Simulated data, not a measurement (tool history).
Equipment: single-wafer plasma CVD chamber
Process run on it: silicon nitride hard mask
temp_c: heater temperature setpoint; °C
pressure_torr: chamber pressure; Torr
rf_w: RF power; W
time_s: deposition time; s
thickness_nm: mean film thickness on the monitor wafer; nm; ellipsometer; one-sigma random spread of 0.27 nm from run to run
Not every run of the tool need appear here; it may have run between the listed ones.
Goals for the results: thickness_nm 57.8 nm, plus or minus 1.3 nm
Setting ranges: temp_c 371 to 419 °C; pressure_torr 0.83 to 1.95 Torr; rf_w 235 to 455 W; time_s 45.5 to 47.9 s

run	day	temp_c	pressure_torr	rf_w	time_s	thickness_nm
1	0	395	1.39	345	47.9	49.187
2	0.188	395	1.39	295	47.9	44.482
3	0.467	395	1.15	295	47.9	41.148
4	0.608	390	1.15	295	47.9	41.17
5	0.729	390	1.15	270	47.9	39.534
6	0.754	390	1.15	270	47.9	39.192
7	1.079	388	1.43	325	47.9	47.614
8	1.204	388	1.43	325	47.9	47.631
9	1.471	388	1.53	330	47.9	49.814
10	1.679	388	1.61	335	47.9	51.043

Consider the 5 candidate settings below. Which is the only one whose results all fall within their allowed miss of target?
A	1.888	380	1.28	310	45.5	?
B	1.888	407	1.05	410	45.5	?
C	1.888	384	1.86	375	47.9	?
D	1.888	371	1.62	285	47	?
E	1.888	383	1.18	340	45.5	?

move	thickness_nm
A	42.555
B	44.822
C	57.308
D	46.073
E	43.227
A: lands further from the targets than the last run did
B: lands further from the targets than the last run did
C: every result lands within tolerance
D: lands further from the targets than the last run did
E: lands further from the targets than the last run did
Move C is the one to make.
